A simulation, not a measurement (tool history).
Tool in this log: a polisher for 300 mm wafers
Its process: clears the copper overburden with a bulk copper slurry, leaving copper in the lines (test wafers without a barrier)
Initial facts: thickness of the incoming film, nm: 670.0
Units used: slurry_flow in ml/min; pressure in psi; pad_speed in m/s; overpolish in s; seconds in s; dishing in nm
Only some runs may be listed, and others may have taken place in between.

run  hour  slurry_flow  pressure  pad_speed  slurry_solids  overpolish  seconds  dishing
  1   0.0          130       2.4       0.84            1.0          25  108.390   73.770
  2   3.9          135       2.5       0.84            1.0          25  102.180   77.160
  3   7.7          135       2.5       0.84            1.0          31  103.170   85.341
  4  11.1          140       2.6       0.84            1.0          30   99.422   88.689
  5  17.2          140       2.6       0.84            1.0          22   96.026   73.730
  6  21.2          140       2.6       0.84            1.1          22   96.918   74.421
  7  24.0          140       2.7       0.84            1.1          22   94.476   75.795

Forecast run 8:
  8  28.4          140       2.8       0.84            1.1          22        ?        ?

seconds: 90.879 s
dishing: 77.342 nm

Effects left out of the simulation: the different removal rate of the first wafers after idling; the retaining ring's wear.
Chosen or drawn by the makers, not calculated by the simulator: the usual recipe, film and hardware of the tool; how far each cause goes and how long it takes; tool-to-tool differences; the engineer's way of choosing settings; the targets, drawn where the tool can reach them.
